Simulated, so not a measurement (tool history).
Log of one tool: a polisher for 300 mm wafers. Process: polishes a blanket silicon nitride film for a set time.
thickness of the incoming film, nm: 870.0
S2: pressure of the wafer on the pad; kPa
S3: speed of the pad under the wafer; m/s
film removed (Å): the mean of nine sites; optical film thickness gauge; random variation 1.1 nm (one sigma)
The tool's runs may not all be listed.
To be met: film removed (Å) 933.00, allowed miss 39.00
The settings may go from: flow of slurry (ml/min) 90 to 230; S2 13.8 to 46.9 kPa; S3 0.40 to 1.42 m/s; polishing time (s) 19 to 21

run 1 hour=0.0 | flow_of_slurry_(ml/min)=150 S2=30.3 S3=0.90 polishing_time_(s)=21 | film_removed_(Å)=507.96
run 2 hour=2.0 | flow_of_slurry_(ml/min)=150 S2=33.8 S3=0.92 polishing_time_(s)=21 | film_removed_(Å)=567.39
run 3 hour=2.9 | flow_of_slurry_(ml/min)=150 S2=36.5 S3=0.94 polishing_time_(s)=21 | film_removed_(Å)=622.96
run 4 hour=7.1 | flow_of_slurry_(ml/min)=150 S2=38.6 S3=0.96 polishing_time_(s)=21 | film_removed_(Å)=656.21
run 5 hour=13.4 | flow_of_slurry_(ml/min)=150 S2=38.6 S3=0.96 polishing_time_(s)=21 | film_removed_(Å)=662.29
run 6 hour=14.7 | flow_of_slurry_(ml/min)=150 S2=38.6 S3=0.96 polishing_time_(s)=21 | film_removed_(Å)=660.72
run 7 hour=16.7 | flow_of_slurry_(ml/min)=150 S2=40.0 S3=0.98 polishing_time_(s)=21 | film_removed_(Å)=686.60
run 8 hour=20.8 | flow_of_slurry_(ml/min)=155 S2=41.4 S3=1.02 polishing_time_(s)=21 | film_removed_(Å)=739.05

Which of these 4 next moves meets every target?
run A hour=24.9 | flow_of_slurry_(ml/min)=175 S2=46.9 S3=1.12 polishing_time_(s)=20 | film_removed_(Å)=?
run B hour=24.9 | flow_of_slurry_(ml/min)=180 S2=37.9 S3=1.28 polishing_time_(s)=21 | film_removed_(Å)=?
run C hour=24.9 | flow_of_slurry_(ml/min)=130 S2=45.5 S3=1.24 polishing_time_(s)=21 | film_removed_(Å)=?
run D hour=24.9 | flow_of_slurry_(ml/min)=155 S2=41.4 S3=1.22 polishing_time_(s)=21 | film_removed_(Å)=?

move=A film_removed_(Å)=875.09
move=B film_removed_(Å)=848.64
move=C film_removed_(Å)=929.19
move=D film_removed_(Å)=864.58
A: nearer than the last run, and not there yet
B: nearer than the last run, and not there yet
C: meets every target
D: nearer than the last run, and not there yet
Answer: C

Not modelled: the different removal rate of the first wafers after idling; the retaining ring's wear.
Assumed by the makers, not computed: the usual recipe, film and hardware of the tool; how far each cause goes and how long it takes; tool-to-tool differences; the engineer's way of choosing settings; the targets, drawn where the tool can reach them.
